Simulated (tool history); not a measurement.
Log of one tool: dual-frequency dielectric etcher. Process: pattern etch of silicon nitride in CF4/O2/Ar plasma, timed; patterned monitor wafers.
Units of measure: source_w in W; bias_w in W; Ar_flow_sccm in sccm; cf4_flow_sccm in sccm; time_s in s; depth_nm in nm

{"run": 1, "hour": 0.0, "source_w": 440, "bias_w": 68, "Ar_flow_sccm": 71, "cf4_flow_sccm": 107, "time_s": 14, "depth_nm": 25.465}
{"run": 2, "hour": 0.9, "source_w": 440, "bias_w": 68, "Ar_flow_sccm": 71, "cf4_flow_sccm": 107, "time_s": 14, "depth_nm": 25.244}
{"run": 3, "hour": 5.7, "source_w": 440, "bias_w": 68, "Ar_flow_sccm": 71, "cf4_flow_sccm": 116, "time_s": 14, "depth_nm": 25.842}
{"run": 4, "hour": 12.1, "source_w": 440, "bias_w": 68, "Ar_flow_sccm": 71, "cf4_flow_sccm": 116, "time_s": 14, "depth_nm": 25.653}
{"run": 5, "hour": 16.2, "source_w": 440, "bias_w": 68, "Ar_flow_sccm": 80, "cf4_flow_sccm": 116, "time_s": 14, "depth_nm": 25.358}
{"run": 6, "hour": 25.2, "source_w": 440, "bias_w": 80, "Ar_flow_sccm": 80, "cf4_flow_sccm": 116, "time_s": 14, "depth_nm": 27.129}
{"run": 7, "hour": 34.0, "source_w": 450, "bias_w": 80, "Ar_flow_sccm": 80, "cf4_flow_sccm": 116, "time_s": 14, "depth_nm": 27.747}

The next listed run, before its measurement:
{"run": 8, "hour": 34.6, "source_w": 460, "bias_w": 80, "Ar_flow_sccm": 80, "cf4_flow_sccm": 116, "time_s": 14, "depth_nm": "?"}

Run 8 produced depth_nm 28.412 nm.
